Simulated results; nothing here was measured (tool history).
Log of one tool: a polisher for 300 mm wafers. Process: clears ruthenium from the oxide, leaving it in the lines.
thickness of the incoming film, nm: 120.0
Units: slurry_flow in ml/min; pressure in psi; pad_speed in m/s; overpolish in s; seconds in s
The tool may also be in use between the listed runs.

Run 1, hour 0.0: slurry_flow 205 ml/min, pressure 2.4 psi, pad_speed 1.24 m/s, overpolish 40 s. Result: seconds 67.234 s.
Run 2, hour 0.7: slurry_flow 205 ml/min, pressure 2.4 psi, pad_speed 1.04 m/s, overpolish 40 s. Result: seconds 80.837 s.
Run 3, hour 8.1: slurry_flow 205 ml/min, pressure 2.4 psi, pad_speed 0.78 m/s, overpolish 40 s. Result: seconds 105.180 s.
Run 4, hour 11.7: slurry_flow 205 ml/min, pressure 2.7 psi, pad_speed 0.80 m/s, overpolish 40 s. Result: seconds 94.241 s.
Run 5, hour 19.3: slurry_flow 210 ml/min, pressure 3.0 psi, pad_speed 0.84 m/s, overpolish 40 s. Result: seconds 83.130 s.
Run 6, hour 20.6: slurry_flow 210 ml/min, pressure 2.5 psi, pad_speed 0.84 m/s, overpolish 40 s. Result: seconds 96.000 s.
Run 7, hour 28.4: slurry_flow 210 ml/min, pressure 2.8 psi, pad_speed 0.88 m/s, overpolish 40 s. Result: seconds 83.139 s.

Run 8 comes next. What will it give?
Run 8, hour 35.2: slurry_flow 215 ml/min, pressure 3.0 psi, pad_speed 0.90 m/s, overpolish 40 s. Result: seconds ?.

Run 8 gave seconds 77.507 s.

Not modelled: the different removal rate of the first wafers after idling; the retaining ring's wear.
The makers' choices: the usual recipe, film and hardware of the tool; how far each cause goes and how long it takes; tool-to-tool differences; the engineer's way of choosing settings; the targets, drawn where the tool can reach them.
